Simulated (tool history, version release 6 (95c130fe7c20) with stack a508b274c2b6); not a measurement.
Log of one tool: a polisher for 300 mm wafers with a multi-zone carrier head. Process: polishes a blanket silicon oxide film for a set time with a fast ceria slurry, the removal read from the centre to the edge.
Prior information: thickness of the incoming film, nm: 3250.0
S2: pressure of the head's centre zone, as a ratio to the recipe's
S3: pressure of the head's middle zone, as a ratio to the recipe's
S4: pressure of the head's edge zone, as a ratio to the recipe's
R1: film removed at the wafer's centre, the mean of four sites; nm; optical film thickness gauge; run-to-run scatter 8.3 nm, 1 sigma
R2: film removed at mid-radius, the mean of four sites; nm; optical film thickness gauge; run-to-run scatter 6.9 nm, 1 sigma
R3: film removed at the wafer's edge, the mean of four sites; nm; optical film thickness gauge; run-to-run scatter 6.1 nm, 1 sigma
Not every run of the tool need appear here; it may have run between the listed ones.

Run 1, hour 0: flow of slurry (ml/min) 300, S2 1, S3 1, S4 1, polishing time (s) 47. Result: R1 664.45 nm, R2 702.34 nm, R3 706.94 nm.
Run 2, hour 2.5: flow of slurry (ml/min) 360, S2 1, S3 1, S4 1, polishing time (s) 47. Result: R1 695.64 nm, R2 712.5 nm, R3 720.16 nm.
Run 3, hour 3.5: flow of slurry (ml/min) 360, S2 0.92, S3 1, S4 1, polishing time (s) 47. Result: R1 642.22 nm, R2 709.63 nm, R3 722.59 nm.
Run 4, hour 4.6: flow of slurry (ml/min) 295, S2 0.92, S3 1, S4 1, polishing time (s) 47. Result: R1 639.52 nm, R2 689.65 nm, R3 722.21 nm.
Run 5, hour 10.3: flow of slurry (ml/min) 300, S2 0.92, S3 1.01, S4 0.98, polishing time (s) 46. Result: R1 622.45 nm, R2 692.92 nm, R3 684.61 nm.
Run 6, hour 15: flow of slurry (ml/min) 300, S2 0.91, S3 1, S4 0.96, polishing time (s) 45. Result: R1 608.65 nm, R2 663.94 nm, R3 677.31 nm.
Run 7, hour 15.6: flow of slurry (ml/min) 300, S2 0.91, S3 1.01, S4 0.95, polishing time (s) 44. Result: R1 592.92 nm, R2 663.05 nm, R3 653.01 nm.
Run 8, hour 19.5: flow of slurry (ml/min) 300, S2 0.91, S3 1.01, S4 0.94, polishing time (s) 44. Result: R1 590.52 nm, R2 660.09 nm, R3 653.68 nm.
Run 9, hour 24.7: flow of slurry (ml/min) 300, S2 0.91, S3 1.01, S4 0.93, polishing time (s) 44. Result: R1 588.15 nm, R2 657.02 nm, R3 636.54 nm.
Run 10, hour 25.5: flow of slurry (ml/min) 300, S2 0.91, S3 1.01, S4 0.92, polishing time (s) 44. Result: R1 603.2 nm, R2 660.82 nm, R3 640.43 nm.
Run 11, hour 29.6: flow of slurry (ml/min) 300, S2 0.9, S3 1.01, S4 0.91, polishing time (s) 44. Result: R1 593.08 nm, R2 658.75 nm, R3 645.46 nm.
Run 12, hour 37.3: flow of slurry (ml/min) 300, S2 0.9, S3 1.01, S4 0.9, polishing time (s) 44. Result: R1 598.71 nm, R2 659.78 nm, R3 633.86 nm.

Predict the results of run 13:
Run 13, hour 39.1: flow of slurry (ml/min) 300, S2 0.9, S3 1.01, S4 0.89, polishing time (s) 44. Result: R1 ?, R2 ?, R3 ?.

Run 13 yielded R1 585.53 nm, R2 669.75 nm, R3 626.89 nm.

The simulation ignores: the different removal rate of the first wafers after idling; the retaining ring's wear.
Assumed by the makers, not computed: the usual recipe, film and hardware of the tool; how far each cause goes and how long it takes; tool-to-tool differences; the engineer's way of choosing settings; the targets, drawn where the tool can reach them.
